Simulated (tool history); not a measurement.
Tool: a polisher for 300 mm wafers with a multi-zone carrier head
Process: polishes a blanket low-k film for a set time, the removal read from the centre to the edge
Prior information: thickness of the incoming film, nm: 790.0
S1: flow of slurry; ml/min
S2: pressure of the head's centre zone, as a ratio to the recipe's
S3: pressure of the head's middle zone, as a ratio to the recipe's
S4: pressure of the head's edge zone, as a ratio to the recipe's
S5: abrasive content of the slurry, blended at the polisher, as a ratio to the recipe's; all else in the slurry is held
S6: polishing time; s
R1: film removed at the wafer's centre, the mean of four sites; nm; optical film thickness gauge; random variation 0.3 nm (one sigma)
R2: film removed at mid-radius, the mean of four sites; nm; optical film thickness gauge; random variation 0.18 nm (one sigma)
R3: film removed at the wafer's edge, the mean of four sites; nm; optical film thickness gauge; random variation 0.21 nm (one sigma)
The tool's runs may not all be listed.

Run 1, hour 0: S1 245 ml/min, S2 1, S3 1, S4 1, S5 1, S6 64 s. Result: R1 26.68 nm, R2 26.187 nm, R3 27.249 nm.
Run 2, hour 5.6: S1 245 ml/min, S2 0.99, S3 1, S4 0.97, S5 0.95, S6 64 s. Result: R1 25.794 nm, R2 25.533 nm, R3 26.269 nm.
Run 3, hour 6.9: S1 245 ml/min, S2 0.99, S3 1, S4 0.97, S5 0.95, S6 58 s. Result: R1 22.922 nm, R2 23.413 nm, R3 23.752 nm.
Run 4, hour 11.7: S1 245 ml/min, S2 0.99, S3 1, S4 1.04, S5 0.95, S6 58 s. Result: R1 23.398 nm, R2 23.618 nm, R3 24.309 nm.
Run 5, hour 19.3: S1 245 ml/min, S2 0.99, S3 1.01, S4 1.02, S5 0.9, S6 58 s. Result: R1 22.703 nm, R2 23.014 nm, R3 23.464 nm.
Run 6, hour 23.8: S1 245 ml/min, S2 0.93, S3 1.01, S4 1.02, S5 0.9, S6 58 s. Result: R1 21.413 nm, R2 23.452 nm, R3 23.359 nm.
Run 7, hour 30.2: S1 245 ml/min, S2 0.94, S3 1.01, S4 1, S5 0.9, S6 58 s. Result: R1 21.173 nm, R2 22.892 nm, R3 23.802 nm.

Run 8 is up next; what results do you expect?
Run 8, hour 38.9: S1 245 ml/min, S2 0.95, S3 1.02, S4 0.99, S5 0.85, S6 58 s. Result: R1 ?, R2 ?, R3 ?.

R1: 21.109 nm
R2: 22.418 nm
R3: 22.424 nm

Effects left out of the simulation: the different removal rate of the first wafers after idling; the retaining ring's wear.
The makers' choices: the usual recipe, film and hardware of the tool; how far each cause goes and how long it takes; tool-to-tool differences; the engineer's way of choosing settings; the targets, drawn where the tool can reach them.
